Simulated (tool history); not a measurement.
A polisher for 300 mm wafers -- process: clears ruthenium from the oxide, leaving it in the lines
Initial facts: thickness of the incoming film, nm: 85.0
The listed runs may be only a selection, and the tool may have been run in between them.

run	day	flow of slurry (ml/min)	pressure of the wafer on the pad (kPa)	speed of the pad under the wafer (m/s)	overpolish time after the end point (s)	time until the end point was called (s)
1	0.000	195	16.5	0.78	23	79.406
2	0.042	195	16.5	0.78	23	80.411
3	0.321	195	16.5	0.62	23	94.417
4	0.346	195	16.5	0.62	23	92.471
5	0.421	195	16.5	0.50	23	103.390
6	0.450	195	13.8	0.50	23	124.980
7	0.721	195	15.2	0.50	23	113.260
8	0.812	195	16.5	0.50	23	103.220
9	1.021	195	17.2	0.50	23	98.795
10	1.358	195	17.9	0.50	23	96.983
11	1.546	205	22.1	0.56	23	73.763

Run 12 is up next; what results do you expect?
12	1.650	205	22.8	0.56	23	?

time until the end point was called (s): 71.014

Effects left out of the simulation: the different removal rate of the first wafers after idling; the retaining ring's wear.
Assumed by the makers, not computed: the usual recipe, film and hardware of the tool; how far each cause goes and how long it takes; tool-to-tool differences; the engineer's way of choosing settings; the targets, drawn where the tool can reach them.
